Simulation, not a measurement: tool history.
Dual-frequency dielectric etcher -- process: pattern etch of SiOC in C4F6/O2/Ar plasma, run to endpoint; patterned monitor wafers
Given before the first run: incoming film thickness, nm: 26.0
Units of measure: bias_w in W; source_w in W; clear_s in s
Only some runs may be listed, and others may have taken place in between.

run 1 day=0 | bias_w=542 source_w=440 | clear_s=8.4193
run 2 day=0.333 | bias_w=515 source_w=420 | clear_s=8.9219
run 3 day=0.425 | bias_w=575 source_w=420 | clear_s=8.3768
run 4 day=0.796 | bias_w=628 source_w=420 | clear_s=8.1387
run 5 day=1.033 | bias_w=628 source_w=470 | clear_s=7.7729
run 6 day=1.292 | bias_w=591 source_w=450 | clear_s=8.0629
run 7 day=1.433 | bias_w=560 source_w=440 | clear_s=8.3297

What will run 8 give?
run 8 day=1.654 | bias_w=451 source_w=350 | clear_s=?

{"run 8": {"clear_s": 9.8773}}
